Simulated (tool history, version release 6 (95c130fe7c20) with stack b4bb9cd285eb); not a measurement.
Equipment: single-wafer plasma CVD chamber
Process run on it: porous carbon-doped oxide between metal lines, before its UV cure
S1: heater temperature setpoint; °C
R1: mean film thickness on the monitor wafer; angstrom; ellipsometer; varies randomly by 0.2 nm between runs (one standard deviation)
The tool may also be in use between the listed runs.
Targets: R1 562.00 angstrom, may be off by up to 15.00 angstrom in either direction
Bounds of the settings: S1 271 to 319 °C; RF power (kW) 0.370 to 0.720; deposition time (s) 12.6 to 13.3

Run 1, hour 0.0: S1 295 °C, RF power (kW) 0.545, deposition time (s) 13.3. Result: R1 721.09 angstrom.
Run 2, hour 7.5: S1 301 °C, RF power (kW) 0.545, deposition time (s) 13.3. Result: R1 693.51 angstrom.
Run 3, hour 10.6: S1 301 °C, RF power (kW) 0.545, deposition time (s) 12.6. Result: R1 661.57 angstrom.
Run 4, hour 13.2: S1 305 °C, RF power (kW) 0.545, deposition time (s) 12.6. Result: R1 644.05 angstrom.
Run 5, hour 15.7: S1 297 °C, RF power (kW) 0.545, deposition time (s) 12.6. Result: R1 673.79 angstrom.
Run 6, hour 22.6: S1 297 °C, RF power (kW) 0.545, deposition time (s) 12.6. Result: R1 677.44 angstrom.
Run 7, hour 23.6: S1 301 °C, RF power (kW) 0.530, deposition time (s) 12.6. Result: R1 647.14 angstrom.
Run 8, hour 29.1: S1 304 °C, RF power (kW) 0.520, deposition time (s) 12.6. Result: R1 627.99 angstrom.
Run 9, hour 37.0: S1 307 °C, RF power (kW) 0.515, deposition time (s) 12.6. Result: R1 611.70 angstrom.
Run 10, hour 41.0: S1 309 °C, RF power (kW) 0.510, deposition time (s) 12.6. Result: R1 603.93 angstrom.
Run 11, hour 49.5: S1 311 °C, RF power (kW) 0.505, deposition time (s) 12.6. Result: R1 594.99 angstrom.
Run 12, hour 54.3: S1 312 °C, RF power (kW) 0.500, deposition time (s) 12.6. Result: R1 583.91 angstrom.
Run 13, hour 58.6: S1 312 °C, RF power (kW) 0.500, deposition time (s) 12.6. Result: R1 585.82 angstrom.
Run 14, hour 67.3: S1 313 °C, RF power (kW) 0.500, deposition time (s) 12.6. Result: R1 581.57 angstrom.
Run 15, hour 68.7: S1 314 °C, RF power (kW) 0.500, deposition time (s) 12.6. Result: R1 578.49 angstrom.

Which one of the following 5 next-run settings gets every result inside its allowed miss? There is exactly one.
Run A, hour 70.1: S1 310 °C, RF power (kW) 0.525, deposition time (s) 12.6. Result: R1 ?.
Run B, hour 70.1: S1 319 °C, RF power (kW) 0.450, deposition time (s) 12.6. Result: R1 ?.
Run C, hour 70.1: S1 318 °C, RF power (kW) 0.510, deposition time (s) 13.3. Result: R1 ?.
Run D, hour 70.1: S1 310 °C, RF power (kW) 0.465, deposition time (s) 12.6. Result: R1 ?.
Run E, hour 70.1: S1 315 °C, RF power (kW) 0.430, deposition time (s) 12.6. Result: R1 ?.

move      R1
   A  608.97
   B  529.11
   C  602.55
   D  567.73
   E  526.14
A: moves away from the targets compared with the last run
B: takes the biggest miss from the last run beyond its target
C: moves away from the targets compared with the last run
D: every result lands within tolerance
E: takes the biggest miss from the last run beyond its target
So the answer is move D, the one that meets all the targets.
